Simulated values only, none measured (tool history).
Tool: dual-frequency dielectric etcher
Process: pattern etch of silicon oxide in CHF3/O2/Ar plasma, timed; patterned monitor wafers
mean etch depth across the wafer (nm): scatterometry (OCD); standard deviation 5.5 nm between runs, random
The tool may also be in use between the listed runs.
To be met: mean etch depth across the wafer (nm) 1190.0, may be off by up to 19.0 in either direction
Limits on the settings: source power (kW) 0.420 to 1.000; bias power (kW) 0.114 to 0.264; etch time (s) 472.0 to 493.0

run	hour	source power (kW)	bias power (kW)	etch time (s)	mean etch depth across the wafer (nm)
1	0.0	0.710	0.189	472.0	1088.1
2	5.6	0.710	0.189	493.0	1129.3
3	12.4	0.740	0.190	493.0	1139.1
4	14.8	0.740	0.190	493.0	1143.4
5	17.6	0.740	0.190	472.0	1095.0
6	22.0	0.740	0.190	472.0	1092.2
# hour 30.4: source power generator calibrated
7	30.4	0.740	0.190	472.0	1084.2
8	38.1	0.790	0.196	472.5	1115.8
9	43.5	0.830	0.200	473.0	1142.4
10	47.7	0.860	0.202	473.0	1161.5
11	56.8	0.880	0.203	473.0	1165.8

Below are 5 possible settings for the next run. Only one of them brings all results inside the allowed miss of their targets. Which is it?
A	65.9	0.800	0.237	489.5	?
B	65.9	0.950	0.230	477.5	?
C	65.9	0.880	0.202	484.5	?
D	65.9	0.910	0.204	493.0	?
E	65.9	0.950	0.210	485.0	?

move	mean etch depth across the wafer (nm)
A	1237.4
B	1247.1
C	1188.5
D	1223.6
E	1228.8
A: carries the result that was furthest off beyond its target, to the other side
B: carries the result that was furthest off beyond its target, to the other side
C: hits every target within its allowed miss
D: carries the result that was furthest off beyond its target, to the other side
E: carries the result that was furthest off beyond its target, to the other side
The right move is C.
